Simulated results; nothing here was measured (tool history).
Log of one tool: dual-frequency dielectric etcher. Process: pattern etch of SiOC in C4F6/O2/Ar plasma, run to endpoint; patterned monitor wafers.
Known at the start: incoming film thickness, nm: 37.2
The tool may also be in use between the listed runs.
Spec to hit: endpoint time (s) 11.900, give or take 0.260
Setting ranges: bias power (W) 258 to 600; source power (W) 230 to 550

run  hour  bias power (W)  source power (W)  endpoint time (s)
  1   0.0             429               390             13.691
  2   2.3             458               400             13.274
  3  11.2             409               400             13.928
  4  15.6             467               400             13.117
  5  18.5             486               400             12.884
  6  22.6             486               360             13.413
  7  31.5             507               370             12.980
  8  33.8             524               370             12.730

Which of these 4 next moves meets every target?
  A  36.1             528               390                  ?
  B  36.1             524               410                  ?
  C  36.1             575               410                  ?
  D  36.1             466               340                  ?

move  endpoint time (s)
   A             12.526
   B             12.357
   C             11.867
   D             13.852
A: closes in on the targets versus the last run, not all within tolerance yet
B: closes in on the targets versus the last run, not all within tolerance yet
C: every result within its allowed miss
D: lands further from the targets than the last run did
Answer: C
